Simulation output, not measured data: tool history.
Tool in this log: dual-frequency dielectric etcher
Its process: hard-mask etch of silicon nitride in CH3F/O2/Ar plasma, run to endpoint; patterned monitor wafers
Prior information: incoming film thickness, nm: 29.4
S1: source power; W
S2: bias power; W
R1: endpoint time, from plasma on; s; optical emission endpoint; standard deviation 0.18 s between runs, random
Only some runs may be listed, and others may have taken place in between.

| run | hour | S1 | S2 | R1 |
|---|---|---|---|---|
| 1 | 0.0 | 330 | 92 | 47.343 |
| 2 | 5.4 | 380 | 92 | 45.908 |
| 3 | 13.8 | 340 | 90 | 47.270 |
| 4 | 19.7 | 310 | 89 | 48.774 |
| 5 | 23.9 | 310 | 102 | 46.630 |
| 6 | 29.1 | 270 | 102 | 48.004 |
| 7 | 31.6 | 250 | 100 | 49.329 |
| 8 | 36.1 | 240 | 99 | 50.053 |
| 9 | 44.6 | 230 | 99 | 50.175 |

What will run 10 give?
| 10 | 46.7 | 220 | 98 | ? |

Run 10 gave R1 50.945 s.

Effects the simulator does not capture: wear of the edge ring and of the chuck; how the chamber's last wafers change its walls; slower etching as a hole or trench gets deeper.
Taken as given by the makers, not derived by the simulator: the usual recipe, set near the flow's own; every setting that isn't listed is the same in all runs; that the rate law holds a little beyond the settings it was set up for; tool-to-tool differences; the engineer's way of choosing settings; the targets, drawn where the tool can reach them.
